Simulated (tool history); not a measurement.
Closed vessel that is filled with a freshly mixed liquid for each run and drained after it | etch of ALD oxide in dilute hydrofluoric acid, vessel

run	day	temperature setpoint of the liquid (°C)	parts of water to one part of 49 % hydrofluoric acid (parts by volume)	time in the liquid (s)	thickness taken off the ALD oxide on a monitor wafer (nm)
1	0.000	22.0	65	30	8.2059
2	0.338	22.0	80	30	6.6082
3	0.621	24.0	65	30	8.9355
4	0.729	22.5	65	30	8.3753
5	1.058	24.5	55	30	10.9520
6	1.188	24.5	55	30	10.8950
7	1.321	24.5	55	30	10.8880
# day 1.412: thermometer replaced
8	1.412	26.0	50	30	13.7260
9	1.538	27.0	50	30	14.2640
10	1.750	28.0	50	30	14.7890

Run 11 comes next. What will it give?
11	1.942	28.5	50	30	?

thickness taken off the ALD oxide on a monitor wafer (nm): 15.2210
